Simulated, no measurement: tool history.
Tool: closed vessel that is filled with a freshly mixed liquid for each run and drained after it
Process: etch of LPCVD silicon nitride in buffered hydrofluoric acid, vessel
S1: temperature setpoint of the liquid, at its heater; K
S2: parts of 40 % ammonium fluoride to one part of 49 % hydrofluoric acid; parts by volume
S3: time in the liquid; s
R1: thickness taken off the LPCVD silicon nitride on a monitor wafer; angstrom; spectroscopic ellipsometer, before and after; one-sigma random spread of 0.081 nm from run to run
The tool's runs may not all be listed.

run  hour      S1    S2   S3      R1
  1     0  295.15    21  485  32.667
  2   1.5  295.15    21  370  24.751
  3  10.1  297.65  16.5  410  40.001
  4  18.9  297.65  16.5  370  36.266
  5  25.3  299.65  13.5  410  53.457
  6  27.5  300.65  11.5  410  67.154
  7  33.4  301.65    11  410  72.852
  8  41.3  302.15  10.5  410  78.435
  9  48.6  303.15   8.5  415  102.37
 10  51.3  302.65   8.5  415  98.454

Expected results for the next run?
 11  60.3  302.15  8.5  415   ?

R1: 94.979 angstrom
